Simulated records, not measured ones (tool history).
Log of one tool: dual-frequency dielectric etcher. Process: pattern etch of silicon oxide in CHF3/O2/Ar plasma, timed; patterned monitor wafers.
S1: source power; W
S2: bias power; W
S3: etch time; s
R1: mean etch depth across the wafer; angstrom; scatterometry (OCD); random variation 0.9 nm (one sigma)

run,hour,S1,S2,S3,R1
1,0,580,207,218.5,4495.5
2,6.4,580,207,199.5,4101.4
3,15,580,191,199.5,3984.3
4,21.5,550,189,199.5,3866.1
5,25.3,550,189,218.5,4256.4
6,31.8,550,206,218.5,4368.5
7,36.9,440,164,208,3506.7

Forecast run 8:
8,44.1,430,164,208,?

Run 8 gave R1 3486.9 angstrom.
